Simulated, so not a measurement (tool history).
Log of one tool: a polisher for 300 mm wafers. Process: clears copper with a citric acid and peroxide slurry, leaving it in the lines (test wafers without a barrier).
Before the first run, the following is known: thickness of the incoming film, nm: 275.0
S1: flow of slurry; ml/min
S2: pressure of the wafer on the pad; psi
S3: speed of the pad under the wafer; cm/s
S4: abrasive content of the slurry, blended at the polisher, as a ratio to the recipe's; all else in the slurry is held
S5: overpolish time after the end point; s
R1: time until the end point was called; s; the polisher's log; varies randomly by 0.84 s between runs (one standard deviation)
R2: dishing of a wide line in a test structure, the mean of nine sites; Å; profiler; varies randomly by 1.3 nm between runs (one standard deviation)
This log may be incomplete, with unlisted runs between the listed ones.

Run 1, day 0.000: S1 185 ml/min, S2 4.1 psi, S3 124 cm/s, S4 1.0, S5 27 s. Result: R1 71.072 s, R2 453.92 Å.
Run 2, day 0.179: S1 185 ml/min, S2 4.1 psi, S3 124 cm/s, S4 1.0, S5 20 s. Result: R1 73.978 s, R2 384.43 Å.
Run 3, day 0.242: S1 185 ml/min, S2 4.1 psi, S3 124 cm/s, S4 1.0, S5 12 s. Result: R1 73.322 s, R2 278.94 Å.
Run 4, day 0.450: S1 185 ml/min, S2 4.4 psi, S3 124 cm/s, S4 1.0, S5 17 s. Result: R1 69.913 s, R2 365.74 Å.
Run 5, day 0.779: S1 185 ml/min, S2 4.0 psi, S3 124 cm/s, S4 1.0, S5 17 s. Result: R1 76.832 s, R2 341.27 Å.
Run 6, day 1.062: S1 185 ml/min, S2 4.3 psi, S3 124 cm/s, S4 1.0, S5 20 s. Result: R1 69.347 s, R2 396.53 Å.
Run 7, day 1.279: S1 185 ml/min, S2 4.5 psi, S3 124 cm/s, S4 1.0, S5 22 s. Result: R1 65.982 s, R2 447.54 Å.
Run 8, day 1.567: S1 185 ml/min, S2 5.5 psi, S3 124 cm/s, S4 1.0, S5 29 s. Result: R1 54.844 s, R2 540.44 Å.
Run 9, day 1.775: S1 185 ml/min, S2 5.5 psi, S3 124 cm/s, S4 1.0, S5 30 s. Result: R1 55.862 s, R2 533.47 Å.

What will run 10 give?
Run 10, day 2.133: S1 185 ml/min, S2 5.5 psi, S3 124 cm/s, S4 1.0, S5 30 s. Result: R1 ?, R2 ?.

R1: 55.519 s
R2: 530.59 Å

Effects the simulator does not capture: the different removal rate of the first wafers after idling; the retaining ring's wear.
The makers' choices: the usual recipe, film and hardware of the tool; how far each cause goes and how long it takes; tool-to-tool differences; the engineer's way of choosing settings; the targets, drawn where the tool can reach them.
